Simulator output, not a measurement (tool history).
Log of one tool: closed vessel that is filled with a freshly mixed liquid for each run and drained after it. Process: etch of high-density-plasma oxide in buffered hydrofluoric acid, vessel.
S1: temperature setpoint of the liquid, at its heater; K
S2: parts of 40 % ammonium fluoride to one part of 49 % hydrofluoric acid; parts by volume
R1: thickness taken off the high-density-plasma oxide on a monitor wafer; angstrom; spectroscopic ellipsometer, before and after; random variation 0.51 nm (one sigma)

{"run": 1, "hour": 0.0, "S1": 296.15, "S2": 11, "time in the liquid (s)": 30, "R1": 326.6}
{"run": 2, "hour": 2.6, "S1": 297.65, "S2": 11, "time in the liquid (s)": 30, "R1": 350.81}
{"run": 3, "hour": 10.1, "S1": 297.65, "S2": 11, "time in the liquid (s)": 30, "R1": 350.01}
{"run": 4, "hour": 15.1, "S1": 300.15, "S2": 9, "time in the liquid (s)": 30, "R1": 472}
{"run": 5, "hour": 18.3, "S1": 297.65, "S2": 9, "time in the liquid (s)": 30, "R1": 414.06}
{"run": 6, "hour": 26.9, "S1": 300.15, "S2": 7.5, "time in the liquid (s)": 30, "R1": 580.69}
{"hour": 34.5, "done": "thermometer replaced"}
{"run": 7, "hour": 34.5, "S1": 301.65, "S2": 7, "time in the liquid (s)": 30, "R1": 749}
{"run": 8, "hour": 37.6, "S1": 302.15, "S2": 7, "time in the liquid (s)": 30, "R1": 781.68}

The next listed run, before its measurement:
{"run": 9, "hour": 39.8, "S1": 302.65, "S2": 7, "time in the liquid (s)": 30, "R1": "?"}

Run 9 gave R1 807.88 angstrom.

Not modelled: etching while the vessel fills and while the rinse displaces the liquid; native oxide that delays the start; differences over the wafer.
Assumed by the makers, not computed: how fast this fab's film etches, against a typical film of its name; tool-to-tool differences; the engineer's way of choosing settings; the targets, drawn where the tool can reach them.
